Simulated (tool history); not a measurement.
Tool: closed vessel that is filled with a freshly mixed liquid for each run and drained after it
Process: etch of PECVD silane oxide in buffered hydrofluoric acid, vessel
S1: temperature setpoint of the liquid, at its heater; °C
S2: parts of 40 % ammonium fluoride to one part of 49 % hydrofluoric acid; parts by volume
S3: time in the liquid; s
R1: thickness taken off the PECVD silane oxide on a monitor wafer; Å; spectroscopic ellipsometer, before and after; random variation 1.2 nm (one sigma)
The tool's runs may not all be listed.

run    day  S1    S2   S3      R1
  1      0  22  11.5  105    2007
  2  0.258  22   9.5  105  2396.7
  3  0.608  24   9.5  105  2622.5
  4  0.633  24  11.5  105  2209.6
  5  0.842  23    12  105    2039
  6    1.2  23    12  105  2063.6
  7  1.292  19  13.5  105  1438.4

The next listed run, before its measurement:
  8  1.633  18.5  13.5  105   ?

R1: 1398.5 Å
